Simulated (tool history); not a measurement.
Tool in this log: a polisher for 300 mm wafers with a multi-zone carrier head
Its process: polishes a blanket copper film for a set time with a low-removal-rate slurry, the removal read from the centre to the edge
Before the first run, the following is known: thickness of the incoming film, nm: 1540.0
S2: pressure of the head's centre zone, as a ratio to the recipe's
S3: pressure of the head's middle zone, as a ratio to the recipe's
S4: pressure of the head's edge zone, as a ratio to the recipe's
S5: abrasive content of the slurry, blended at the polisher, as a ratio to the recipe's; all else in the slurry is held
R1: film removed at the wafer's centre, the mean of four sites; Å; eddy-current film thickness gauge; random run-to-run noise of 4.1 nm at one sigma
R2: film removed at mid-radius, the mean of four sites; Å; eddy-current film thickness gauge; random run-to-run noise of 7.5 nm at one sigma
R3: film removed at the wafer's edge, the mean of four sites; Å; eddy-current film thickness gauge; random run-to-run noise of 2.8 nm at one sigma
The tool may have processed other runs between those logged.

{"run": 1, "hour": 0.0, "flow of slurry (ml/min)": 160, "S2": 1.0, "S3": 1.0, "S4": 1.0, "S5": 1.0, "polishing time (s)": 89, "R1": 3165.1, "R2": 3241.0, "R3": 3093.0}
{"run": 2, "hour": 3.6, "flow of slurry (ml/min)": 160, "S2": 1.0, "S3": 1.0, "S4": 1.0, "S5": 1.0, "polishing time (s)": 71, "R1": 2432.9, "R2": 2515.1, "R3": 2470.5}
{"run": 3, "hour": 4.1, "flow of slurry (ml/min)": 165, "S2": 0.99, "S3": 1.02, "S4": 1.02, "S5": 1.05, "polishing time (s)": 75, "R1": 2601.1, "R2": 2789.2, "R3": 2678.9}
{"run": 4, "hour": 9.1, "flow of slurry (ml/min)": 170, "S2": 0.99, "S3": 1.04, "S4": 1.04, "S5": 1.1, "polishing time (s)": 78, "R1": 2781.9, "R2": 2923.3, "R3": 2888.8}
{"run": 5, "hour": 11.2, "flow of slurry (ml/min)": 175, "S2": 0.97, "S3": 1.06, "S4": 1.03, "S5": 1.15, "polishing time (s)": 81, "R1": 2853.6, "R2": 3127.5, "R3": 2975.2}
{"run": 6, "hour": 15.1, "flow of slurry (ml/min)": 175, "S2": 0.97, "S3": 1.06, "S4": 1.07, "S5": 1.15, "polishing time (s)": 81, "R1": 2825.1, "R2": 3188.7, "R3": 3034.7}
{"run": 7, "hour": 21.9, "flow of slurry (ml/min)": 180, "S2": 0.97, "S3": 1.08, "S4": 1.08, "S5": 1.2, "polishing time (s)": 84, "R1": 3008.7, "R2": 3342.3, "R3": 3182.8}
{"run": 8, "hour": 24.4, "flow of slurry (ml/min)": 180, "S2": 0.96, "S3": 1.09, "S4": 1.08, "S5": 1.25, "polishing time (s)": 87, "R1": 3105.4, "R2": 3557.0, "R3": 3370.6}
{"run": 9, "hour": 25.4, "flow of slurry (ml/min)": 185, "S2": 0.95, "S3": 1.1, "S4": 1.08, "S5": 1.3, "polishing time (s)": 89, "R1": 3287.3, "R2": 3784.8, "R3": 3468.6}
{"run": 10, "hour": 33.3, "flow of slurry (ml/min)": 185, "S2": 0.94, "S3": 1.11, "S4": 1.09, "S5": 1.3, "polishing time (s)": 91, "R1": 3197.5, "R2": 3882.3, "R3": 3532.8}

Run 11, settings as shown, results not yet in. Your forecast:
{"run": 11, "hour": 39.9, "flow of slurry (ml/min)": 185, "S2": 0.94, "S3": 1.12, "S4": 1.1, "S5": 1.3, "polishing time (s)": 93, "R1": "?", "R2": "?", "R3": "?"}

{"run 11": {"R1": 3293.4, "R2": 3933.7, "R3": 3620.1}}
